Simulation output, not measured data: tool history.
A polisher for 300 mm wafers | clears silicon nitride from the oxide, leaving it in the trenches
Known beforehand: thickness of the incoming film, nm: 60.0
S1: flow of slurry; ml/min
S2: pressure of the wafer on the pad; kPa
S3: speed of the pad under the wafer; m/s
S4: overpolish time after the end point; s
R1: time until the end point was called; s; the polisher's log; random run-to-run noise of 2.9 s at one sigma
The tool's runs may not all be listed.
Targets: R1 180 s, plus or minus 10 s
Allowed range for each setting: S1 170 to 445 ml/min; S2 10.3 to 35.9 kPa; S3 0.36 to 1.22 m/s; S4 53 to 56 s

Run 1, hour 0: S1 285 ml/min, S2 22.8 kPa, S3 0.78 m/s, S4 53 s. Result: R1 89.643 s.
Run 2, hour 8.7: S1 285 ml/min, S2 21.4 kPa, S3 0.76 m/s, S4 53 s. Result: R1 98.84 s.
Run 3, hour 16.8: S1 285 ml/min, S2 21.4 kPa, S3 0.76 m/s, S4 56 s. Result: R1 95.222 s.
Run 4, hour 17.9: S1 285 ml/min, S2 20 kPa, S3 0.74 m/s, S4 56 s. Result: R1 105.29 s.
Run 5, hour 19.2: S1 285 ml/min, S2 18.6 kPa, S3 0.72 m/s, S4 56 s. Result: R1 116.76 s.
Run 6, hour 27.2: S1 285 ml/min, S2 16.5 kPa, S3 0.72 m/s, S4 56 s. Result: R1 133.11 s.
Run 7, hour 29.7: S1 285 ml/min, S2 16.5 kPa, S3 0.72 m/s, S4 56 s. Result: R1 133.29 s.
Run 8, hour 31.5: S1 285 ml/min, S2 15.9 kPa, S3 0.72 m/s, S4 56 s. Result: R1 141.24 s.
Run 9, hour 35.8: S1 285 ml/min, S2 15.2 kPa, S3 0.72 m/s, S4 56 s. Result: R1 146.61 s.
Run 10, hour 39: S1 285 ml/min, S2 14.5 kPa, S3 0.72 m/s, S4 56 s. Result: R1 149.29 s.
Run 11, hour 44.1: S1 285 ml/min, S2 13.8 kPa, S3 0.72 m/s, S4 56 s. Result: R1 157.91 s.
Run 12, hour 50.7: S1 285 ml/min, S2 11 kPa, S3 0.72 m/s, S4 56 s. Result: R1 197.19 s.

Of the 4 settings listed for the next run, only one would bring every result within its allowed miss of target. Which one?
Run A, hour 57.3: S1 345 ml/min, S2 11 kPa, S3 0.6 m/s, S4 53 s. Result: R1 ?.
Run B, hour 57.3: S1 225 ml/min, S2 11.7 kPa, S3 0.64 m/s, S4 56 s. Result: R1 ?.
Run C, hour 57.3: S1 260 ml/min, S2 13.1 kPa, S3 0.68 m/s, S4 56 s. Result: R1 ?.
Run D, hour 57.3: S1 320 ml/min, S2 11 kPa, S3 0.66 m/s, S4 55 s. Result: R1 ?.

move      R1
   A  221.56
   B  204.58
   C  171.09
   D  203.33
A: further off than the last run
B: further off than the last run
C: in spec on every target
D: further off than the last run
Correct choice: C, which meets every target
